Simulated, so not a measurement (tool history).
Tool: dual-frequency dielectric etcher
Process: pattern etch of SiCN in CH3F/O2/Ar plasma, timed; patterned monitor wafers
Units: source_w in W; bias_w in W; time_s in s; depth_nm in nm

run 1 hour=0.0 | source_w=310 bias_w=104 time_s=148.5 | depth_nm=64.999
run 2 hour=6.6 | source_w=310 bias_w=104 time_s=148.5 | depth_nm=65.016
run 3 hour=12.3 | source_w=310 bias_w=91 time_s=148.5 | depth_nm=63.097
run 4 hour=15.3 | source_w=310 bias_w=107 time_s=148.5 | depth_nm=65.140
run 5 hour=16.9 | source_w=310 bias_w=125 time_s=148.5 | depth_nm=67.933
run 6 hour=21.7 | source_w=290 bias_w=122 time_s=148.5 | depth_nm=65.259
run 7 hour=24.8 | source_w=280 bias_w=121 time_s=148.5 | depth_nm=64.114

Run 8 comes next. What will it give?
run 8 hour=30.0 | source_w=270 bias_w=120 time_s=148.5 | depth_nm=?

{"run 8": {"depth_nm": 63.488}}
